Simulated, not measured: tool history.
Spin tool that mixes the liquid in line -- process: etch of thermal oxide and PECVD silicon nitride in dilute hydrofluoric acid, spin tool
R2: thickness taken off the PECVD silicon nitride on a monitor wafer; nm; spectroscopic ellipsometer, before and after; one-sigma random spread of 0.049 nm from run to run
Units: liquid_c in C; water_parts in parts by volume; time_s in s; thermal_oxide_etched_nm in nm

Run 1, hour 0: liquid_c 22 C, water_parts 50 parts by volume, time_s 180 s. Result: thermal_oxide_etched_nm 15.589 nm, R2 13.824 nm.
Run 2, hour 0.6: liquid_c 21.5 C, water_parts 50 parts by volume, time_s 180 s. Result: thermal_oxide_etched_nm 15.832 nm, R2 13.298 nm.
Run 3, hour 5.2: liquid_c 21 C, water_parts 55 parts by volume, time_s 180 s. Result: thermal_oxide_etched_nm 13.76 nm, R2 11.7 nm.
Run 4, hour 6: liquid_c 21 C, water_parts 55 parts by volume, time_s 235 s. Result: thermal_oxide_etched_nm 17.96 nm, R2 15.281 nm.
Run 5, hour 12.4: liquid_c 21 C, water_parts 70 parts by volume, time_s 235 s. Result: thermal_oxide_etched_nm 13.885 nm, R2 12.042 nm.
Run 6, hour 14.2: liquid_c 20.5 C, water_parts 70 parts by volume, time_s 235 s. Result: thermal_oxide_etched_nm 13.431 nm, R2 11.628 nm.
Run 7, hour 23.1: liquid_c 20.5 C, water_parts 70 parts by volume, time_s 235 s. Result: thermal_oxide_etched_nm 13.538 nm, R2 11.707 nm.
At hour 24.5: thermometer replaced.
Run 8, hour 24.5: liquid_c 19.5 C, water_parts 65 parts by volume, time_s 235 s. Result: thermal_oxide_etched_nm 15.216 nm, R2 13.451 nm.
Run 9, hour 25.4: liquid_c 19.5 C, water_parts 65 parts by volume, time_s 235 s. Result: thermal_oxide_etched_nm 15.059 nm, R2 13.332 nm.
Run 10, hour 27: liquid_c 21 C, water_parts 65 parts by volume, time_s 235 s. Result: thermal_oxide_etched_nm 16.407 nm, R2 14.854 nm.

Run 11 comes next. What will it give?
Run 11, hour 35.8: liquid_c 20 C, water_parts 65 parts by volume, time_s 235 s. Result: thermal_oxide_etched_nm ?, R2 ?.

Logged for run 11: thermal_oxide_etched_nm 15.456 nm, R2 13.846 nm.
